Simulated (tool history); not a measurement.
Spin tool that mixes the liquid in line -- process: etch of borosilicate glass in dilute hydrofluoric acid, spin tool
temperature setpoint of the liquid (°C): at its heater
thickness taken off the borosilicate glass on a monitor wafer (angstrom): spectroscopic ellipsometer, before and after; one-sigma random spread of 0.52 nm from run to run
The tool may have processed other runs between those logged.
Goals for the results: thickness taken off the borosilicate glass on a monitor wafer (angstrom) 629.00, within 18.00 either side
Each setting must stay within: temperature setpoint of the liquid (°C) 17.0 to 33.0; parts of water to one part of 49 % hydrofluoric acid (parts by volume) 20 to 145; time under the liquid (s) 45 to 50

run,hour,temperature setpoint of the liquid (°C),parts of water to one part of 49 % hydrofluoric acid (parts by volume),time under the liquid (s),thickness taken off the borosilicate glass on a monitor wafer (angstrom)
1,0.0,25.0,80,45,334.10
2,6.1,25.0,70,45,388.60
3,13.6,26.5,70,45,405.25
4,16.5,27.5,65,45,459.23
5,20.3,28.5,65,45,479.78
6,23.1,29.0,65,45,493.40
7,25.6,29.5,65,45,497.70
8,31.3,30.0,65,45,501.40
9,37.2,30.5,65,45,519.69
10,44.8,31.0,65,45,522.17
11,48.1,31.5,65,45,539.65

Exactly one of the 4 candidate moves below puts every result within its allowed miss. Which one?
A,51.4,31.0,60,45,?
B,51.4,32.0,60,45,?
C,51.4,28.0,60,50,?
D,51.4,25.0,45,45,?

move,thickness taken off the borosilicate glass on a monitor wafer (angstrom)
A,581.13
B,603.88
C,574.35
D,623.82
A: an improvement on the last run, though not all results are within tolerance
B: an improvement on the last run, though not all results are within tolerance
C: an improvement on the last run, though not all results are within tolerance
D: every result within its allowed miss
D is the move that brings every result within its allowed miss.
